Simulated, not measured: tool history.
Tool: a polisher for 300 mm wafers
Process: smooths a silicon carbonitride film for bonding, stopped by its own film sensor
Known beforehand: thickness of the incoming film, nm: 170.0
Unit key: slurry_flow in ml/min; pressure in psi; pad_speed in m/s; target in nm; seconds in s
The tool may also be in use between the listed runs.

run    day  slurry_flow  pressure  pad_speed  slurry_solids  target  seconds
  1      0          310       1.6       0.96              1     142   156.71
  2  0.092          310       1.6       0.78              1     142   184.24
  3   0.35          310       1.6       0.78            0.9     142   196.96
  4  0.596          310       1.5       0.76            0.9     142   213.08
  5  0.638          310       1.7       0.76            0.9     142   189.04
  6  0.854          310       1.7       0.76            1.1     142    174.8
  7  1.183          310       1.5       0.74            1.1     142   198.25
  8  1.488          310       1.4       0.72            1.1     142   217.58
  9  1.604          310       1.3       0.72            1.1     142   227.06

For run 10, what comes out?
 10  1.933          310       1.2       0.72            1.1     142        ?

{"run 10": {"seconds": 242.99}}
